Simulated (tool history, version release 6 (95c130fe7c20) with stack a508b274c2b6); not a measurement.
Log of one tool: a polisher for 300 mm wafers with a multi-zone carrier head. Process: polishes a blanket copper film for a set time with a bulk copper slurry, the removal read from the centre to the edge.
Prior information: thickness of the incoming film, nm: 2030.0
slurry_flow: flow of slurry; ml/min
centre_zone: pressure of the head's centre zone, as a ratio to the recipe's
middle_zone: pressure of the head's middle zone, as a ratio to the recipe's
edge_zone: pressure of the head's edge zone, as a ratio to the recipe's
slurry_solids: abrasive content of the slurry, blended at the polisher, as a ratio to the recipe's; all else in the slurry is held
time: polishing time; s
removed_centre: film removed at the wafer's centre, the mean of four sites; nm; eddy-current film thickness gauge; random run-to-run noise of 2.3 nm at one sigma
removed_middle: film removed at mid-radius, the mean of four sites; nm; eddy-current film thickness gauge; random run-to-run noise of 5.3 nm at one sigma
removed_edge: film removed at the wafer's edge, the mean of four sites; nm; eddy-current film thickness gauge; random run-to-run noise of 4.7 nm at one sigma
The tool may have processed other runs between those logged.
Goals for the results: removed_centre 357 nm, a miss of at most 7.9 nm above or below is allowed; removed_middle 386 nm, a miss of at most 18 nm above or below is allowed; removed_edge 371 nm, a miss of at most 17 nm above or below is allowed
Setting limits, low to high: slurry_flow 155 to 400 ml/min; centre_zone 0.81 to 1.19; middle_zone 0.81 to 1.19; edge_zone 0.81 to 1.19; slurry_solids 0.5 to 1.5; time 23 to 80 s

run 1 day=0 | slurry_flow=255 centre_zone=1 middle_zone=1 edge_zone=1 slurry_solids=1 time=51 | removed_centre=673.64 removed_middle=698.94 removed_edge=660.36
run 2 day=0.212 | slurry_flow=255 centre_zone=1 middle_zone=1 edge_zone=1.04 slurry_solids=1 time=51 | removed_centre=671.6 removed_middle=691.65 removed_edge=674.67
run 3 day=0.342 | slurry_flow=255 centre_zone=1 middle_zone=1 edge_zone=1.1 slurry_solids=1 time=51 | removed_centre=666.92 removed_middle=678.92 removed_edge=703.91
run 4 day=0.625 | slurry_flow=255 centre_zone=1 middle_zone=0.95 edge_zone=1.1 slurry_solids=1 time=51 | removed_centre=669.09 removed_middle=668.66 removed_edge=692.05
run 5 day=0.754 | slurry_flow=245 centre_zone=0.98 middle_zone=0.93 edge_zone=1.07 slurry_solids=0.9 time=46 | removed_centre=582.02 removed_middle=584.54 removed_edge=616.93
run 6 day=1 | slurry_flow=245 centre_zone=0.96 middle_zone=0.92 edge_zone=1.02 slurry_solids=0.8 time=42 | removed_centre=505.32 removed_middle=513.42 removed_edge=533.77
run 7 day=1.208 | slurry_flow=250 centre_zone=0.94 middle_zone=0.92 edge_zone=0.98 slurry_solids=0.75 time=40 | removed_centre=466.29 removed_middle=481.81 removed_edge=481.67
run 8 day=1.242 | slurry_flow=215 centre_zone=0.84 middle_zone=0.82 edge_zone=0.88 slurry_solids=0.5 time=38 | removed_centre=355 removed_middle=377.56 removed_edge=408.79

Exercise: of the 5 proposed moves below, exactly one satisfies all targets within the stated allowed misses. Which move is it?
run A day=1.275 | slurry_flow=195 centre_zone=0.93 middle_zone=0.97 edge_zone=0.91 slurry_solids=0.85 time=31 | removed_centre=? removed_middle=? removed_edge=?
run B day=1.275 | slurry_flow=200 centre_zone=0.82 middle_zone=0.81 edge_zone=1 slurry_solids=0.55 time=39 | removed_centre=? removed_middle=? removed_edge=?
run C day=1.275 | slurry_flow=250 centre_zone=1 middle_zone=1.07 edge_zone=0.81 slurry_solids=0.6 time=30 | removed_centre=? removed_middle=? removed_edge=?
run D day=1.275 | slurry_flow=275 centre_zone=0.86 middle_zone=1 edge_zone=0.81 slurry_solids=0.5 time=36 | removed_centre=? removed_middle=? removed_edge=?
run E day=1.275 | slurry_flow=220 centre_zone=0.89 middle_zone=0.85 edge_zone=0.82 slurry_solids=0.55 time=34 | removed_centre=? removed_middle=? removed_edge=?

move=A removed_centre=354.54 removed_middle=391.86 removed_edge=370.47
move=B removed_centre=361.57 removed_middle=389.89 removed_edge=444.29
move=C removed_centre=353.69 removed_middle=394.03 removed_edge=325.93
move=D removed_centre=356.54 removed_middle=434.89 removed_edge=380.2
move=E removed_centre=345.72 removed_middle=357.33 removed_edge=362.05
A: hits every target within its allowed miss
B: further off than the last run
C: carries the result that was furthest off beyond its target, to the other side
D: puts the biggest miss on target and leaves a different result outside tolerance
E: puts the biggest miss on target and leaves a different result outside tolerance
A meets every target.

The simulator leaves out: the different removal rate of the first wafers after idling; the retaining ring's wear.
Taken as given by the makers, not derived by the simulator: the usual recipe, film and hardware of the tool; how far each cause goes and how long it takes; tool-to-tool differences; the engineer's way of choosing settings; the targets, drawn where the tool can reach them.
